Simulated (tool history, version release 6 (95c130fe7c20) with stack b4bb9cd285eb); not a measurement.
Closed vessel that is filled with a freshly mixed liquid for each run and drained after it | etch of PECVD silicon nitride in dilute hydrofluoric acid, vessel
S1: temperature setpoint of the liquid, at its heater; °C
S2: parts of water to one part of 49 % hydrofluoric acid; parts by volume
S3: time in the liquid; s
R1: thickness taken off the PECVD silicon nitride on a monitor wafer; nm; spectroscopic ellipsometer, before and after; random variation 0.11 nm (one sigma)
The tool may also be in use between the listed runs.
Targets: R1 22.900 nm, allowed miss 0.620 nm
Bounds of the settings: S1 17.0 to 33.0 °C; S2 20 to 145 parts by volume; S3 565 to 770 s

run	hour	S1	S2	S3	R1
1	0.0	25.0	80	770	16.705
2	7.7	25.5	80	770	17.149
3	16.3	27.0	80	770	18.927
4	21.9	27.0	80	770	18.831
5	28.8	27.5	80	770	19.678
6	29.8	27.5	100	770	15.667
7	35.2	28.5	100	770	16.556
8	42.2	29.0	100	770	17.196
9	44.6	29.5	100	770	17.875
10	47.6	30.0	100	770	18.302
11	53.0	30.5	100	770	18.787
12	53.9	30.5	100	770	18.805
13	61.3	31.0	100	770	19.510
14	66.3	31.5	100	770	20.147
15	75.2	32.5	100	770	21.436
16	81.8	33.0	100	770	22.041

Which of these 5 next moves meets every target?
A	88.4	33.0	105	745	?
B	88.4	33.0	90	725	?
C	88.4	33.0	95	690	?
D	88.4	29.0	75	705	?
E	88.4	33.0	95	685	?

move	R1
A	20.300
B	23.101
C	20.813
D	20.982
E	20.663
A: further off than the last run
B: meets every target
C: further off than the last run
D: further off than the last run
E: further off than the last run
Move B is the one to make.

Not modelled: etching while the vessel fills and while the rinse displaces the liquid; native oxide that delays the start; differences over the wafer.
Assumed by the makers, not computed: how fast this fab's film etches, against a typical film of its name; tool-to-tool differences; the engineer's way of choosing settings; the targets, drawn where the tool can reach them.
